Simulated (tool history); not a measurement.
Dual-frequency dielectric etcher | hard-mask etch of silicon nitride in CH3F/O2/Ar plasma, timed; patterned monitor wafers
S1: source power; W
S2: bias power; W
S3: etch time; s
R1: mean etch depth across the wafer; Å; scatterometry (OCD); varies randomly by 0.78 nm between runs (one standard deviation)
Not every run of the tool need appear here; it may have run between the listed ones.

{"run": 1, "hour": 0.0, "S1": 310, "S2": 73, "S3": 212, "R1": 1406.9}
{"run": 2, "hour": 3.3, "S1": 310, "S2": 68, "S3": 212, "R1": 1351.1}
{"run": 3, "hour": 8.7, "S1": 310, "S2": 77, "S3": 212, "R1": 1448}
{"run": 4, "hour": 17.6, "S1": 330, "S2": 78, "S3": 212.5, "R1": 1501.8}
{"run": 5, "hour": 22.5, "S1": 330, "S2": 65, "S3": 212.5, "R1": 1349.7}
{"run": 6, "hour": 29.3, "S1": 330, "S2": 65, "S3": 222, "R1": 1418.5}

Expected results for the next run?
{"run": 7, "hour": 38.2, "S1": 350, "S2": 68, "S3": 222, "R1": "?"}

R1: 1483.5 Å
